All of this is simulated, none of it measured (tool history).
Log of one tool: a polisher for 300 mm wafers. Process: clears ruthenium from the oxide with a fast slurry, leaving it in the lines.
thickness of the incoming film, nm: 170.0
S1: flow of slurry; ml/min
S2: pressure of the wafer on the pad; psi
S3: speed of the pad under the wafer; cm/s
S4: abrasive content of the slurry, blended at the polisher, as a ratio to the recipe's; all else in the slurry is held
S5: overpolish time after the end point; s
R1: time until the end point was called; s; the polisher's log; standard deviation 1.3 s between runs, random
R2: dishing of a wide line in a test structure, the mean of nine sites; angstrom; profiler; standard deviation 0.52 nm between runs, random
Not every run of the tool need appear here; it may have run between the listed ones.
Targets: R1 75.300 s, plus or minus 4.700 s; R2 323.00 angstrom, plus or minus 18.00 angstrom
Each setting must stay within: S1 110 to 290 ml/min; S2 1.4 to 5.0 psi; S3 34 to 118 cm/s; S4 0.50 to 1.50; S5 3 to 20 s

run 1 hour=0.0 | S1=185 S2=3.2 S3=76 S4=1.00 S5=10 | R1=49.328 R2=327.16
run 2 hour=2.0 | S1=185 S2=3.2 S3=76 S4=1.00 S5=8 | R1=49.495 R2=271.31
run 3 hour=6.6 | S1=185 S2=3.1 S3=76 S4=1.00 S5=9 | R1=52.870 R2=291.84
run 4 hour=11.3 | S1=185 S2=2.6 S3=76 S4=1.00 S5=9 | R1=56.793 R2=257.09
run 5 hour=13.6 | S1=185 S2=2.6 S3=76 S4=0.90 S5=9 | R1=61.601 R2=238.93
run 6 hour=14.5 | S1=185 S2=2.5 S3=76 S4=0.90 S5=10 | R1=64.663 R2=258.90
run 7 hour=18.9 | S1=185 S2=2.5 S3=76 S4=0.90 S5=10 | R1=64.313 R2=256.96
run 8 hour=26.9 | S1=180 S2=2.3 S3=74 S4=0.90 S5=12 | R1=68.093 R2=283.00

Exercise: of the 5 proposed moves below, exactly one satisfies all targets within the stated allowed misses. Which move is it?
run A hour=34.9 | S1=215 S2=3.0 S3=76 S4=0.75 S5=13 | R1=? R2=?
run B hour=34.9 | S1=115 S2=2.0 S3=96 S4=0.95 S5=9 | R1=? R2=?
run C hour=34.9 | S1=190 S2=1.9 S3=82 S4=0.85 S5=15 | R1=? R2=?
run D hour=34.9 | S1=200 S2=2.5 S3=72 S4=0.75 S5=13 | R1=? R2=?
run E hour=34.9 | S1=180 S2=2.6 S3=74 S4=0.95 S5=11 | R1=? R2=?

move=A R1=65.462 R2=330.04
move=B R1=66.451 R2=231.97
move=C R1=76.206 R2=327.39
move=D R1=78.212 R2=280.52
move=E R1=62.685 R2=294.85
A: the worst result of the last run now meets its target, but another is out of spec
B: its largest miss is bigger than the last run's
C: all results in spec
D: its largest miss is bigger than the last run's
E: its largest miss is bigger than the last run's
C meets every target.
